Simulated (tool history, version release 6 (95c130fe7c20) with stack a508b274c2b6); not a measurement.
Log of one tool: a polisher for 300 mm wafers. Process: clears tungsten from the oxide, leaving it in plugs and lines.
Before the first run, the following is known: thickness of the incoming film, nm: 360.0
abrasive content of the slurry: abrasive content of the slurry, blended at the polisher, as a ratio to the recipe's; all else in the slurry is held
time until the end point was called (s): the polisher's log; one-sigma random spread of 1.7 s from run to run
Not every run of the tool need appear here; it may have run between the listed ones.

run    day  flow of slurry (ml/min)  pressure of the wafer on the pad (psi)  speed of the pad under the wafer (cm/s)  abrasive content of the slurry  overpolish time after the end point (s)  time until the end point was called (s)
  1      0                      160                                     2.7                                      136                               1                                        4                                   76.195
  2  0.262                      160                                     2.7                                      136                               1                                        4                                   77.101
  3  0.379                      160                                     2.7                                      148                               1                                        4                                   72.164
  4  0.496                      160                                     2.3                                      146                               1                                        4                                   83.431
  5  0.704                      160                                       2                                      144                               1                                        4                                   98.172
  6  0.912                      160                                     1.9                                      144                               1                                        4                                   102.71
  7  1.121                      160                                     1.8                                      144                               1                                        4                                   108.71

Estimate the outcome of run 8 from the log above:
  8  1.462                      160                                     1.7                                      144                               1                                        4                                        ?

{"run 8": {"time until the end point was called (s)": 111.34}}
